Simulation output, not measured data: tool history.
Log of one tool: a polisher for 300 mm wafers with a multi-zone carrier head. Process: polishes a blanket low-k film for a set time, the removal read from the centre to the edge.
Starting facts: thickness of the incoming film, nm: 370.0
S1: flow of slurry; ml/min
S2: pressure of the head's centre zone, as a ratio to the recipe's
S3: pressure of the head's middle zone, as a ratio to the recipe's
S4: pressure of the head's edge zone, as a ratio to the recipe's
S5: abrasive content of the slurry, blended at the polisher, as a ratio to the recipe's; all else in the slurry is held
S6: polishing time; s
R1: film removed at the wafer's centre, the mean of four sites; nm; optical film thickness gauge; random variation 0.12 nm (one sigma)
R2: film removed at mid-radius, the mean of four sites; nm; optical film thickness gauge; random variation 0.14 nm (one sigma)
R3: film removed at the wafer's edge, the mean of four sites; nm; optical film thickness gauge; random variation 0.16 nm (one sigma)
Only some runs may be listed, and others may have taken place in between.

run 1 hour=0.0 | S1=135 S2=1.00 S3=1.00 S4=1.00 S5=1.0 S6=54 | R1=13.949 R2=14.166 R3=14.171
run 2 hour=3.5 | S1=135 S2=0.96 S3=1.00 S4=1.00 S5=1.0 S6=54 | R1=13.505 R2=14.354 R3=14.112
run 3 hour=9.1 | S1=135 S2=0.96 S3=1.00 S4=1.00 S5=1.0 S6=68 | R1=16.920 R2=17.523 R3=17.875
run 4 hour=11.9 | S1=135 S2=0.96 S3=1.00 S4=1.00 S5=1.2 S6=68 | R1=18.114 R2=19.129 R3=19.184
run 5 hour=19.2 | S1=135 S2=0.96 S3=1.00 S4=1.07 S5=1.2 S6=68 | R1=18.006 R2=18.847 R3=19.503
run 6 hour=26.9 | S1=135 S2=0.89 S3=1.00 S4=1.07 S5=1.2 S6=68 | R1=16.913 R2=18.948 R3=19.866

Run 7, settings as shown, results not yet in. Your forecast:
run 7 hour=29.2 | S1=130 S2=0.88 S3=1.00 S4=1.05 S5=1.0 S6=67 | R1=? R2=? R3=?

{"run 7": {"R1": 14.9, "R2": 17.643, "R3": 17.975}}
